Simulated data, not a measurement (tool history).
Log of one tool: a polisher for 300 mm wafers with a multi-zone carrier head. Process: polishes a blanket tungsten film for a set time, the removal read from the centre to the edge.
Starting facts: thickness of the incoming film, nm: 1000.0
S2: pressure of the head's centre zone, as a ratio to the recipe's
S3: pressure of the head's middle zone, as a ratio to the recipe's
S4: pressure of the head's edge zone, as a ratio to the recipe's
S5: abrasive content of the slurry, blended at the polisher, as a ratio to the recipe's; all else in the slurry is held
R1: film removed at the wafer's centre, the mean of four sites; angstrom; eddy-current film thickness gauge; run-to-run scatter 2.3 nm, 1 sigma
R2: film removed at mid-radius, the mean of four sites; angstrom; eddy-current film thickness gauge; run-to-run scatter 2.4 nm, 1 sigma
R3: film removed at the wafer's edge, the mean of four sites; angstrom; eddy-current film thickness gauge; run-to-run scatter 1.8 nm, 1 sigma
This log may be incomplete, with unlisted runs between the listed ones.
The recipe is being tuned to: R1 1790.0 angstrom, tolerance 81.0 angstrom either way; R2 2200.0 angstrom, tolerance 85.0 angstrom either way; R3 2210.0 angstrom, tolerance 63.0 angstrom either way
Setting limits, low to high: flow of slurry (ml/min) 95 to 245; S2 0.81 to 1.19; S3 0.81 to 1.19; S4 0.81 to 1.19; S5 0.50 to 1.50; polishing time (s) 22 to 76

Run 1, hour 0.0: flow of slurry (ml/min) 155, S2 1.00, S3 1.00, S4 1.00, S5 1.00, polishing time (s) 49. Result: R1 2684.8 angstrom, R2 2727.6 angstrom, R3 2672.7 angstrom.
Run 2, hour 1.9: flow of slurry (ml/min) 155, S2 1.00, S3 1.00, S4 1.04, S5 1.00, polishing time (s) 49. Result: R1 2653.6 angstrom, R2 2703.9 angstrom, R3 2713.7 angstrom.
Run 3, hour 9.8: flow of slurry (ml/min) 155, S2 1.00, S3 1.00, S4 1.04, S5 1.00, polishing time (s) 60. Result: R1 3282.6 angstrom, R2 3302.4 angstrom, R3 3291.6 angstrom.
Run 4, hour 11.9: flow of slurry (ml/min) 155, S2 1.00, S3 0.94, S4 1.04, S5 1.00, polishing time (s) 60. Result: R1 3302.8 angstrom, R2 3125.8 angstrom, R3 3300.0 angstrom.
Run 5, hour 16.0: flow of slurry (ml/min) 155, S2 1.00, S3 0.94, S4 1.04, S5 0.85, polishing time (s) 60. Result: R1 3105.4 angstrom, R2 2999.6 angstrom, R3 3156.3 angstrom.
Run 6, hour 17.6: flow of slurry (ml/min) 145, S2 0.96, S3 0.94, S4 1.02, S5 0.75, polishing time (s) 58. Result: R1 2816.2 angstrom, R2 2695.7 angstrom, R3 2897.1 angstrom.
Run 7, hour 22.5: flow of slurry (ml/min) 145, S2 0.92, S3 0.98, S4 1.04, S5 0.70, polishing time (s) 55. Result: R1 2510.5 angstrom, R2 2658.5 angstrom, R3 2715.9 angstrom.
Run 8, hour 23.7: flow of slurry (ml/min) 100, S2 0.82, S3 0.97, S4 1.03, S5 0.50, polishing time (s) 48. Result: R1 1623.5 angstrom, R2 1895.8 angstrom, R3 1992.7 angstrom.
Run 9, hour 31.6: flow of slurry (ml/min) 100, S2 0.82, S3 0.97, S4 1.03, S5 0.50, polishing time (s) 48. Result: R1 1632.4 angstrom, R2 1900.4 angstrom, R3 1967.4 angstrom.
Run 10, hour 34.1: flow of slurry (ml/min) 115, S2 0.82, S3 0.98, S4 1.05, S5 0.50, polishing time (s) 48. Result: R1 1678.1 angstrom, R2 1986.9 angstrom, R3 2068.6 angstrom.
Run 11, hour 41.4: flow of slurry (ml/min) 160, S2 0.82, S3 1.02, S4 1.05, S5 0.50, polishing time (s) 48. Result: R1 1889.8 angstrom, R2 2275.3 angstrom, R3 2193.8 angstrom.

Of the 5 settings listed for the next run, only one would bring every result within its allowed miss of target. Which one?
Run A, hour 48.7: flow of slurry (ml/min) 135, S2 0.81, S3 1.12, S4 1.10, S5 0.65, polishing time (s) 45. Result: R1 ?, R2 ?, R3 ?.
Run B, hour 48.7: flow of slurry (ml/min) 180, S2 0.81, S3 1.06, S4 1.02, S5 0.50, polishing time (s) 45. Result: R1 ?, R2 ?, R3 ?.
Run C, hour 48.7: flow of slurry (ml/min) 145, S2 0.94, S3 1.08, S4 0.99, S5 0.70, polishing time (s) 43. Result: R1 ?, R2 ?, R3 ?.
Run D, hour 48.7: flow of slurry (ml/min) 140, S2 0.81, S3 1.04, S4 1.12, S5 0.65, polishing time (s) 44. Result: R1 ?, R2 ?, R3 ?.
Run E, hour 48.7: flow of slurry (ml/min) 225, S2 0.81, S3 1.01, S4 0.96, S5 0.60, polishing time (s) 46. Result: R1 ?, R2 ?, R3 ?.

move      R1      R2      R3
   A  1813.6  2388.4  2215.6
   B  1787.7  2230.1  2056.5
   C  1989.3  2297.4  2079.2
   D  1789.4  2210.6  2201.8
   E  2006.0  2393.3  2215.4
A: gets the furthest-off result to its target, but another result is out of tolerance
B: gets the furthest-off result to its target, but another result is out of tolerance
C: moves away from the targets compared with the last run
D: each result inside its tolerance
E: moves away from the targets compared with the last run
Correct choice: D, which meets every target
